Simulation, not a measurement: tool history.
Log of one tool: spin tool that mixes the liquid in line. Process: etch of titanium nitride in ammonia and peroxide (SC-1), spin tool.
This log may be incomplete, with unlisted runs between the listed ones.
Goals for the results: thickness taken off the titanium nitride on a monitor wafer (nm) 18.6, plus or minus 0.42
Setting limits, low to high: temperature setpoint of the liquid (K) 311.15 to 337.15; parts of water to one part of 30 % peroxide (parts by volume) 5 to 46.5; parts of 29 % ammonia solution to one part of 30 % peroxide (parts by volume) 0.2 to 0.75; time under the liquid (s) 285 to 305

| run | hour | temperature setpoint of the liquid (K) | parts of water to one part of 30 % peroxide (parts by volume) | parts of 29 % ammonia solution to one part of 30 % peroxide (parts by volume) | time under the liquid (s) | thickness taken off the titanium nitride on a monitor wafer (nm) |
|---|---|---|---|---|---|---|
| 1 | 0 | 321.15 | 25.5 | 0.45 | 285 | 11.641 |
| 2 | 1.6 | 318.15 | 25.5 | 0.45 | 285 | 9.3783 |
| 3 | 4.2 | 320.15 | 25.5 | 0.45 | 285 | 10.826 |
| 4 | 9.6 | 320.15 | 25.5 | 0.45 | 285 | 10.915 |
| 5 | 18.2 | 315.15 | 25.5 | 0.45 | 285 | 7.4179 |
| 6 | 26.1 | 317.65 | 25.5 | 0.45 | 285 | 9.0479 |
| 7 | 29.8 | 325.65 | 25.5 | 0.45 | 285 | 16.032 |
| 8 | 38 | 326.15 | 25.5 | 0.45 | 285 | 16.409 |
| 9 | 39 | 326.65 | 25.5 | 0.45 | 285 | 17.104 |
| 10 | 40.6 | 327.15 | 25.5 | 0.45 | 285 | 17.449 |

Next run, 4 choices. One meets every target within its allowed miss, the rest don't. Which?
| A | 42.2 | 328.15 | 26 | 0.4 | 290 | ? |
| B | 42.2 | 327.65 | 30.5 | 0.45 | 285 | ? |
| C | 42.2 | 332.15 | 38 | 0.3 | 305 | ? |
| D | 42.2 | 320.65 | 14.5 | 0.4 | 305 | ? |

| move | thickness taken off the titanium nitride on a monitor wafer (nm) |
|---|---|
| A | 18.816 |
| B | 16.691 |
| C | 19.653 |
| D | 16.331 |
A: meets every target
B: its largest miss is bigger than the last run's
C: the result that was furthest off in the last run now lies on the other side of its target
D: its largest miss is bigger than the last run's
Correct choice: A, which meets every target
